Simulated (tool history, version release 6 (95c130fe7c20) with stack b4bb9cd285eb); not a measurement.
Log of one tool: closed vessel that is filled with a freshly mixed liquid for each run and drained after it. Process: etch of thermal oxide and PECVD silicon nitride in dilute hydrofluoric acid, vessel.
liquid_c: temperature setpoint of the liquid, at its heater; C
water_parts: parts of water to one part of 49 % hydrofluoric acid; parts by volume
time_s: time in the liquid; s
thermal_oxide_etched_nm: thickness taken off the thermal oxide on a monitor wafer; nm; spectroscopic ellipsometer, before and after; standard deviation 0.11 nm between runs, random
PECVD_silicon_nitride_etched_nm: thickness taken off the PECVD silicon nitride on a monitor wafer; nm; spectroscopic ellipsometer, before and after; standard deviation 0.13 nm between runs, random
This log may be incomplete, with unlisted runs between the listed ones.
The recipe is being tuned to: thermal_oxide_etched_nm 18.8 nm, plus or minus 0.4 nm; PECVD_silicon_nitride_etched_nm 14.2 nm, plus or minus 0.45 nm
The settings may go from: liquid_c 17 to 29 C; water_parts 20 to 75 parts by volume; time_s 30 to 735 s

run  hour  liquid_c  water_parts  time_s  thermal_oxide_etched_nm  PECVD_silicon_nitride_etched_nm
  1     0        21           45     375                   38.979                           25.044
  2   7.7        21           45     310                   32.087                           20.803
  3  14.8      18.5           45     310                   28.778                           17.706
  4  20.5        20           55     315                   25.341                           16.153
  5  24.6        20           55     455                   36.412                           23.523
  6  27.4        21           60     415                   31.464                           20.893
  7  32.5      21.5           65     380                   27.415                           18.339
  8  39.7      21.5           65     380                   27.021                           18.396

Exactly one of the 4 candidate moves below puts every result within its allowed miss. Which one?
  A  46.9      24.5           75     275                        ?                                ?
  B  46.9      26.5           75     240                        ?                                ?
  C  46.9      21.5           75     310                        ?                                ?
  D  46.9        21           65     285                        ?                                ?

move  thermal_oxide_etched_nm  PECVD_silicon_nitride_etched_nm
   A                   19.146                           14.416
   B                   18.096                           14.353
   C                   19.102                           13.285
   D                   20.088                           13.577
A: meets every target
B: takes the biggest miss from the last run beyond its target
C: corrects the largest miss of the last run, while another result sits out of spec
D: closes in on the targets versus the last run, not all within tolerance yet
Answer: A

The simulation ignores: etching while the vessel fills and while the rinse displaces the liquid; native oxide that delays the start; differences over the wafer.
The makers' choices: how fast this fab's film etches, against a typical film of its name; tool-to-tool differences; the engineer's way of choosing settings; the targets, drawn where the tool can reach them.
